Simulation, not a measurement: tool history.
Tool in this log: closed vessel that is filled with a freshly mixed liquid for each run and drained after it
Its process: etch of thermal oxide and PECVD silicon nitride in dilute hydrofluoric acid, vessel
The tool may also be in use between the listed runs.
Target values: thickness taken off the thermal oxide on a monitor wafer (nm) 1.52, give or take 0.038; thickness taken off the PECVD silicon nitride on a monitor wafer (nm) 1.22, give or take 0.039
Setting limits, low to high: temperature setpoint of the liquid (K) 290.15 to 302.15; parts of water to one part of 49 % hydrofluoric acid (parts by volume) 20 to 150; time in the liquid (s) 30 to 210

run	hour	temperature setpoint of the liquid (K)	parts of water to one part of 49 % hydrofluoric acid (parts by volume)	time in the liquid (s)	thickness taken off the thermal oxide on a monitor wafer (nm)	thickness taken off the PECVD silicon nitride on a monitor wafer (nm)
1	0	294.15	85	105	5.317	4.7101
2	5.5	294.15	85	60	3.0064	2.6782
3	10.5	292.65	85	60	2.8301	2.441
4	18.6	292.15	90	60	2.6017	2.195
5	19.8	292.15	115	60	2.0078	1.737
6	24.5	291.65	120	60	1.854	1.5869
7	28	291.15	120	60	1.8313	1.5788
# hour 35.3: hydrofluoric acid flow meter replaced
8	35.3	290.65	125	55	1.6695	1.3991
9	36.7	290.15	130	55	1.5568	1.3198
10	45.1	290.15	130	50	1.4151	1.1743
11	51.1	290.15	120	45	1.3861	1.1708
12	58.5	290.15	115	45	1.4601	1.1912

Which single option among these 4 for the next run brings every result within its allowed miss of target? Just one does.
A	65.9	290.15	100	40	?	?
B	65.9	292.65	120	40	?	?
C	65.9	293.15	135	45	?	?
D	65.9	290.65	125	45	?	?

move	thickness taken off the thermal oxide on a monitor wafer (nm)	thickness taken off the PECVD silicon nitride on a monitor wafer (nm)
A	1.5313	1.2338
B	1.3859	1.2277
C	1.3918	1.2737
D	1.3716	1.1579
A: hits every target within its allowed miss
B: the biggest miss grows against the last run
C: the biggest miss grows against the last run
D: the biggest miss grows against the last run
The move that meets every target is A.
